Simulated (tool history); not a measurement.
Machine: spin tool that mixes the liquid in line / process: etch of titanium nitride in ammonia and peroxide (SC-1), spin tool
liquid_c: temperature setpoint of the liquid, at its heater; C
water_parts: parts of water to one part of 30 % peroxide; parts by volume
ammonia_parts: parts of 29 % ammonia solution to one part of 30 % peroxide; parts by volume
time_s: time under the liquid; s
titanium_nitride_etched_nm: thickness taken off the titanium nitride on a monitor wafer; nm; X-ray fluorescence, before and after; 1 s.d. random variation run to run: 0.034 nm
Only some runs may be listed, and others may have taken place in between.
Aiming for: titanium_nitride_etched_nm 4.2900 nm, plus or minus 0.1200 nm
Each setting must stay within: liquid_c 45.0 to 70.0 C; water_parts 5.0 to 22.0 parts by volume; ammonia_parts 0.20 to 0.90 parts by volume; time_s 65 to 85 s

run,day,liquid_c,water_parts,ammonia_parts,time_s,titanium_nitride_etched_nm
1,0.000,61.0,12.5,0.50,85,6.2179
2,0.092,60.0,12.5,0.50,85,5.7416
3,0.292,60.0,14.0,0.50,85,5.4536
4,0.362,59.5,14.0,0.50,85,5.2322
5,0.538,59.5,14.0,0.50,85,5.2423
6,0.888,59.0,14.0,0.50,85,5.0433
7,1.012,58.5,14.0,0.50,85,5.0101
8,1.092,58.0,14.0,0.50,85,4.7658
9,1.196,57.5,14.0,0.50,85,4.5758
10,1.433,57.0,14.0,0.50,85,4.4887

Pick the move, out of 4, that brings all results within their allowed miss; only one does.
A,1.671,50.5,6.5,0.80,85,?
B,1.671,59.0,16.5,0.45,85,?
C,1.671,59.0,18.0,0.40,85,?
D,1.671,57.5,11.0,0.65,70,?

move,titanium_nitride_etched_nm
A,4.5894
B,4.5777
C,4.2675
D,4.5320
A: misses by more than the last run did
B: misses by more than the last run did
C: all results in spec
D: misses by more than the last run did
C meets every target.
